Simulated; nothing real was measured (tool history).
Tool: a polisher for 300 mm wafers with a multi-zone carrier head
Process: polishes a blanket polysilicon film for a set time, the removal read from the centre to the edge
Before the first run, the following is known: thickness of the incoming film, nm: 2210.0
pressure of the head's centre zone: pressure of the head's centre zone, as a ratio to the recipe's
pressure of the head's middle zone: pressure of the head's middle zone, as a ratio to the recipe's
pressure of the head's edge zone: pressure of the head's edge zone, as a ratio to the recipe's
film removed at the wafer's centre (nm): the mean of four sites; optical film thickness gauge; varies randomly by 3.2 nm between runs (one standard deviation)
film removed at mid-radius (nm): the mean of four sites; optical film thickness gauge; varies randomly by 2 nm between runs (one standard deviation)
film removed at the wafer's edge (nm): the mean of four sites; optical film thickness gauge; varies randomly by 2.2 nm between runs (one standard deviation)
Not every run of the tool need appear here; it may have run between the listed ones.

| run | hour | flow of slurry (ml/min) | pressure of the head's centre zone | pressure of the head's middle zone | pressure of the head's edge zone | polishing time (s) | film removed at the wafer's centre (nm) | film removed at mid-radius (nm) | film removed at the wafer's edge (nm) |
|---|---|---|---|---|---|---|---|---|---|
| 1 | 0 | 240 | 1 | 1 | 1 | 46 | 292.74 | 299.75 | 298.17 |
| 2 | 2.7 | 240 | 1 | 1 | 1.05 | 46 | 299.76 | 293.34 | 303.42 |
| 3 | 10.4 | 240 | 0.93 | 1 | 1.05 | 46 | 281.22 | 294.9 | 304.01 |
| 4 | 13 | 240 | 0.93 | 0.96 | 1.05 | 46 | 284.29 | 284.98 | 304.85 |
| 5 | 21.6 | 240 | 0.93 | 0.96 | 1.05 | 51 | 313.87 | 315.07 | 335.34 |
| 6 | 29.6 | 230 | 0.93 | 0.92 | 1.01 | 49 | 294.99 | 293.49 | 318.74 |

Expected results for the next run?
| 7 | 31.3 | 225 | 0.94 | 0.9 | 0.98 | 47 | ? | ? | ? |

film removed at the wafer's centre (nm): 283.54
film removed at mid-radius (nm): 274.17
film removed at the wafer's edge (nm): 298
